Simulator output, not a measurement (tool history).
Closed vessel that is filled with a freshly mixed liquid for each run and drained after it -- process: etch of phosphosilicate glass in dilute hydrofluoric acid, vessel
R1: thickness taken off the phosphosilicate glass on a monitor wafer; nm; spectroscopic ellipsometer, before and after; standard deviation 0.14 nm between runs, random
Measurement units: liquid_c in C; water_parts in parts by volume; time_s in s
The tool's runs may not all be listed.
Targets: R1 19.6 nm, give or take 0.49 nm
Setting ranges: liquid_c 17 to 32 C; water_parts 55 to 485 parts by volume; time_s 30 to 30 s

run 1 hour=0 | liquid_c=24 water_parts=270 time_s=30 | R1=17.343
run 2 hour=8.1 | liquid_c=24.5 water_parts=270 time_s=30 | R1=17.762
run 3 hour=12.1 | liquid_c=24.5 water_parts=270 time_s=30 | R1=17.497
run 4 hour=14.4 | liquid_c=25 water_parts=270 time_s=30 | R1=17.857
run 5 hour=17.3 | liquid_c=25 water_parts=270 time_s=30 | R1=18.025
run 6 hour=25.2 | liquid_c=26 water_parts=270 time_s=30 | R1=18.378
run 7 hour=31.7 | liquid_c=26.5 water_parts=270 time_s=30 | R1=18.687
run 8 hour=35.4 | liquid_c=27 water_parts=270 time_s=30 | R1=19.04

5 next moves are on the table. One of them brings every result within its allowed miss. Which?
run A hour=39.1 | liquid_c=28.5 water_parts=265 time_s=30 | R1=?
run B hour=39.1 | liquid_c=26 water_parts=270 time_s=30 | R1=?
run C hour=39.1 | liquid_c=25 water_parts=240 time_s=30 | R1=?
run D hour=39.1 | liquid_c=26 water_parts=275 time_s=30 | R1=?
run E hour=39.1 | liquid_c=27 water_parts=265 time_s=30 | R1=?

move=A R1=20.397
move=B R1=18.287
move=C R1=20.499
move=D R1=17.862
move=E R1=19.386
A: takes the biggest miss from the last run beyond its target
B: the biggest miss grows against the last run
C: takes the biggest miss from the last run beyond its target
D: the biggest miss grows against the last run
E: all results in spec
Go with E: it meets all targets.
